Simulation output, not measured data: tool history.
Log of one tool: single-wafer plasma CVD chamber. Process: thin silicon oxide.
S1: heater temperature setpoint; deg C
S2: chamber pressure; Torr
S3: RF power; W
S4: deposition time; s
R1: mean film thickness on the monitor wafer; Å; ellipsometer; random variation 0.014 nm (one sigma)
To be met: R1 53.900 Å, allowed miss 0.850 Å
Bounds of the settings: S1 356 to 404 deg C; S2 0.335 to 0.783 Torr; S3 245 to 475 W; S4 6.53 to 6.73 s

run	day	S1	S2	S3	S4	R1
1	0.000	380	0.559	360	6.53	89.848
2	0.117	380	0.510	345	6.53	80.620
3	0.442	380	0.471	330	6.53	73.557
4	0.588	380	0.441	320	6.53	67.799
5	0.804	380	0.418	320	6.53	64.488
6	0.975	380	0.400	320	6.53	61.805
7	1.333	380	0.386	320	6.53	59.382
8	1.400	380	0.377	320	6.53	58.230
9	1.504	380	0.370	320	6.53	57.052
10	1.825	380	0.365	320	6.53	56.250
11	2.108	380	0.361	320	6.53	55.764
12	2.400	380	0.361	320	6.53	56.026
13	2.662	380	0.357	320	6.53	55.432

4 next moves are on the table. One of them brings every result within its allowed miss. Which?
A	2.925	371	0.393	285	6.55	?
B	2.925	382	0.352	350	6.53	?
C	2.925	366	0.354	305	6.53	?
D	2.925	381	0.359	335	6.53	?

move	R1
A	58.004
B	56.268
C	53.943
D	56.359
A: further off than the last run
B: further off than the last run
C: meets every target
D: further off than the last run
Answer: C
